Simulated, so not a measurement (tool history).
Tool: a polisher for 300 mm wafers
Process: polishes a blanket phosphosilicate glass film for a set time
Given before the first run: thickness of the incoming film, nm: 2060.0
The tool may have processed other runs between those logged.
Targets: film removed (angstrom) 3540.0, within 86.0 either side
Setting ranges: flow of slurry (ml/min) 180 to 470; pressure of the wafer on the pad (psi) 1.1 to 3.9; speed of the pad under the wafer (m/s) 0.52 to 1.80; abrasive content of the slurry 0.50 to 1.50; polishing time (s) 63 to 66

| run | hour | flow of slurry (ml/min) | pressure of the wafer on the pad (psi) | speed of the pad under the wafer (m/s) | abrasive content of the slurry | polishing time (s) | film removed (angstrom) |
|---|---|---|---|---|---|---|---|
| 1 | 0.0 | 300 | 2.5 | 1.16 | 1.00 | 63 | 4760.8 |
| 2 | 7.8 | 345 | 2.5 | 1.16 | 1.00 | 63 | 4841.6 |
| 3 | 12.8 | 345 | 2.5 | 1.16 | 1.20 | 63 | 5278.2 |
| 4 | 21.3 | 340 | 2.2 | 1.16 | 1.20 | 63 | 4919.5 |
| 5 | 23.4 | 340 | 2.2 | 1.16 | 1.20 | 63 | 4904.9 |
| 6 | 24.8 | 340 | 1.7 | 1.16 | 1.20 | 63 | 4220.1 |
| 7 | 30.2 | 335 | 1.6 | 1.16 | 1.20 | 63 | 4053.6 |
| 8 | 34.2 | 330 | 1.5 | 1.16 | 1.20 | 63 | 3981.4 |
| 9 | 42.6 | 330 | 1.4 | 1.16 | 1.20 | 63 | 3827.7 |
| 10 | 46.4 | 330 | 1.3 | 1.16 | 1.20 | 63 | 3749.8 |
| 11 | 50.9 | 330 | 1.3 | 1.16 | 1.20 | 63 | 3693.7 |

Consider the 4 candidate settings below. Which is the only one whose results all fall within their allowed miss of target?
| A | 55.4 | 290 | 1.2 | 1.26 | 1.15 | 64 | ? |
| B | 55.4 | 350 | 1.5 | 1.16 | 1.10 | 63 | ? |
| C | 55.4 | 320 | 1.3 | 1.04 | 1.25 | 64 | ? |
| D | 55.4 | 265 | 1.2 | 1.24 | 1.20 | 64 | ? |

| move | film removed (angstrom) |
|---|---|
| A | 3769.5 |
| B | 3798.4 |
| C | 3499.8 |
| D | 3774.5 |
A: lands further from the targets than the last run did
B: lands further from the targets than the last run did
C: all results in spec
D: lands further from the targets than the last run did
Correct choice: C, which meets every target

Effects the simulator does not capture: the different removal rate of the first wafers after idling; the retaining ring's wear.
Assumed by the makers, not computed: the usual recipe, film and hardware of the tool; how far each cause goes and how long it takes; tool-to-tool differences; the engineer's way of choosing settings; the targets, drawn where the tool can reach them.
